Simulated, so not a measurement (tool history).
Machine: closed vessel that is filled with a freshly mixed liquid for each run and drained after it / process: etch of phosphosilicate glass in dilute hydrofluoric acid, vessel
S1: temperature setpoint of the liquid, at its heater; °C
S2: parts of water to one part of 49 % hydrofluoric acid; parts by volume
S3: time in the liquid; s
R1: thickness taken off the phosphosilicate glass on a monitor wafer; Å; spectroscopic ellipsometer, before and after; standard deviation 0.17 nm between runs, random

run	hour	S1	S2	S3	R1
1	0.0	22.0	275	90	368.64
2	1.5	19.0	275	90	334.50
3	3.9	19.0	275	90	336.86
4	5.1	18.5	280	90	320.34
5	10.1	18.0	285	90	309.87
6	11.0	18.0	285	90	306.20
7	17.5	17.5	295	90	286.34
# hour 24.5: hydrofluoric acid flow meter replaced
8	24.5	17.0	295	90	308.43
9	33.4	17.0	300	90	300.93

Predict the results of run 10:
10	40.4	17.0	305	90	?

Logged for run 10: R1 293.86 Å.

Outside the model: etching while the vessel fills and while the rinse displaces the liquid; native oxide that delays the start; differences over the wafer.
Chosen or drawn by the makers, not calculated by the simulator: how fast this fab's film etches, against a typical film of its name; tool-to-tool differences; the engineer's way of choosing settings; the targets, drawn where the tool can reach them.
